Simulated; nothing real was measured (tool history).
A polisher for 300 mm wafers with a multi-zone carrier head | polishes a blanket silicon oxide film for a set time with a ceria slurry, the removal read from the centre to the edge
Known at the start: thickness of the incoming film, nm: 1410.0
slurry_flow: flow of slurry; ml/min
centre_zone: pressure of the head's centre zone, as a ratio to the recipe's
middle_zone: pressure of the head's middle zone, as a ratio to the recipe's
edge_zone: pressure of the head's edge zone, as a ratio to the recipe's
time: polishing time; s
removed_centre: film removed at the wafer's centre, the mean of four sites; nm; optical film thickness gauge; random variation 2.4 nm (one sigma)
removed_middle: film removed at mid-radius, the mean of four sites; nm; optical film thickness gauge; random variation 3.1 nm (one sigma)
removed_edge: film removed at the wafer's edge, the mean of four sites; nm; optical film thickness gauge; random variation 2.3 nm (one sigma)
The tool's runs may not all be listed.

run 1 hour=0 | slurry_flow=250 centre_zone=1 middle_zone=1 edge_zone=1 time=79 | removed_centre=345.44 removed_middle=359.17 removed_edge=344.84
run 2 hour=1.2 | slurry_flow=250 centre_zone=1 middle_zone=1.05 edge_zone=1 time=79 | removed_centre=343.93 removed_middle=376.51 removed_edge=349.97
run 3 hour=2.4 | slurry_flow=245 centre_zone=0.98 middle_zone=1.01 edge_zone=1 time=74 | removed_centre=314.62 removed_middle=340.87 removed_edge=325.7
run 4 hour=4.7 | slurry_flow=270 centre_zone=0.98 middle_zone=1.01 edge_zone=1 time=74 | removed_centre=312.82 removed_middle=346.95 removed_edge=332.28
run 5 hour=13.5 | slurry_flow=270 centre_zone=0.98 middle_zone=1.04 edge_zone=1 time=74 | removed_centre=325.44 removed_middle=345.85 removed_edge=330.18
run 6 hour=18.1 | slurry_flow=280 centre_zone=0.97 middle_zone=1.02 edge_zone=1 time=69 | removed_centre=293.55 removed_middle=325.07 removed_edge=306.32
run 7 hour=26 | slurry_flow=275 centre_zone=0.97 middle_zone=0.98 edge_zone=1.01 time=65 | removed_centre=280.81 removed_middle=293.02 removed_edge=291.84
run 8 hour=32.1 | slurry_flow=275 centre_zone=0.96 middle_zone=0.96 edge_zone=1.01 time=62 | removed_centre=265.4 removed_middle=274.1 removed_edge=276.13
run 9 hour=33.2 | slurry_flow=270 centre_zone=0.95 middle_zone=0.94 edge_zone=1.01 time=60 | removed_centre=252.42 removed_middle=259.35 removed_edge=269.76
run 10 hour=41.2 | slurry_flow=265 centre_zone=0.94 middle_zone=0.92 edge_zone=0.99 time=59 | removed_centre=238.31 removed_middle=248.67 removed_edge=260.95
run 11 hour=44.8 | slurry_flow=260 centre_zone=0.94 middle_zone=0.9 edge_zone=0.98 time=58 | removed_centre=239.21 removed_middle=240.1 removed_edge=254.8

The next listed run, before its measurement:
run 12 hour=51.6 | slurry_flow=255 centre_zone=0.93 middle_zone=0.89 edge_zone=0.97 time=58 | removed_centre=? removed_middle=? removed_edge=?

removed_centre: 235.81 nm
removed_middle: 239.38 nm
removed_edge: 255.74 nm

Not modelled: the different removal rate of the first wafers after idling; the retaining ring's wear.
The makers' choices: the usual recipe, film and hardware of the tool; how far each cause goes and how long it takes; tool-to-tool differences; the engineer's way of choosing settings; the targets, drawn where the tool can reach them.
